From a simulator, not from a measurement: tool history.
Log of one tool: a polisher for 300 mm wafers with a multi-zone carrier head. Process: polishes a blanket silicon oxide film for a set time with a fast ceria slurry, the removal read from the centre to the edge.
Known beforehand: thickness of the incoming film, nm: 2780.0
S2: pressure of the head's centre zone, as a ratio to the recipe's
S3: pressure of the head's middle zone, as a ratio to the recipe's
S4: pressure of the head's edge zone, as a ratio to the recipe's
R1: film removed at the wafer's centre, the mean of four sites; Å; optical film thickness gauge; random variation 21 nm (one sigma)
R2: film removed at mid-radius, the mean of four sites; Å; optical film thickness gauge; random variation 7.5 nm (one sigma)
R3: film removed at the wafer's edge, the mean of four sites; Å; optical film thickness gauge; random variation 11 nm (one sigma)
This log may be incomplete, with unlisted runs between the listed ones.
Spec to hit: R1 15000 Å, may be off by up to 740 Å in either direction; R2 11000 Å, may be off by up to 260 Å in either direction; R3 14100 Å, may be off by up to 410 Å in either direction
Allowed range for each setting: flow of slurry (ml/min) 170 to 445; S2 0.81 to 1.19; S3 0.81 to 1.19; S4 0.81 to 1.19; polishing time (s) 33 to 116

Run 1, hour 0: flow of slurry (ml/min) 285, S2 1, S3 1, S4 1, polishing time (s) 74. Result: R1 10904 Å, R2 10863 Å, R3 11060 Å.
Run 2, hour 5.9: flow of slurry (ml/min) 215, S2 1, S3 1, S4 1, polishing time (s) 74. Result: R1 10680 Å, R2 10372 Å, R3 10801 Å.
Run 3, hour 12.4: flow of slurry (ml/min) 215, S2 1, S3 0.96, S4 1, polishing time (s) 74. Result: R1 10842 Å, R2 10195 Å, R3 10814 Å.
Run 4, hour 14.9: flow of slurry (ml/min) 230, S2 1.04, S3 0.91, S4 1.06, polishing time (s) 78. Result: R1 11614 Å, R2 10219 Å, R3 11667 Å.
Run 5, hour 16.8: flow of slurry (ml/min) 240, S2 1.09, S3 0.88, S4 1.1, polishing time (s) 82. Result: R1 12867 Å, R2 10557 Å, R3 12597 Å.
Run 6, hour 23.5: flow of slurry (ml/min) 260, S2 1.12, S3 0.87, S4 1.13, polishing time (s) 83. Result: R1 13407 Å, R2 10692 Å, R3 13022 Å.
Run 7, hour 25.3: flow of slurry (ml/min) 270, S2 1.14, S3 0.86, S4 1.15, polishing time (s) 84. Result: R1 13831 Å, R2 10667 Å, R3 13285 Å.
Run 8, hour 28.4: flow of slurry (ml/min) 280, S2 1.15, S3 0.86, S4 1.16, polishing time (s) 85. Result: R1 14406 Å, R2 10896 Å, R3 13586 Å.

Below are 4 possible settings for the next run. Only one of them brings all results inside the allowed miss of their targets. Which is it?
Run A, hour 31.5: flow of slurry (ml/min) 290, S2 1.15, S3 0.84, S4 1.17, polishing time (s) 88. Result: R1 ?, R2 ?, R3 ?.
Run B, hour 31.5: flow of slurry (ml/min) 280, S2 1.1, S3 0.9, S4 1.14, polishing time (s) 82. Result: R1 ?, R2 ?, R3 ?.
Run C, hour 31.5: flow of slurry (ml/min) 280, S2 1.11, S3 0.85, S4 1.17, polishing time (s) 83. Result: R1 ?, R2 ?, R3 ?.
Run D, hour 31.5: flow of slurry (ml/min) 290, S2 1.17, S3 0.89, S4 1.15, polishing time (s) 83. Result: R1 ?, R2 ?, R3 ?.

move     R1     R2     R3
   A  14895  11074  14163
   B  13239  10899  12985
   C  13518  10522  13330
   D  14299  10954  13231
A: in spec on every target
B: moves away from the targets compared with the last run
C: moves away from the targets compared with the last run
D: moves away from the targets compared with the last run
Answer: A
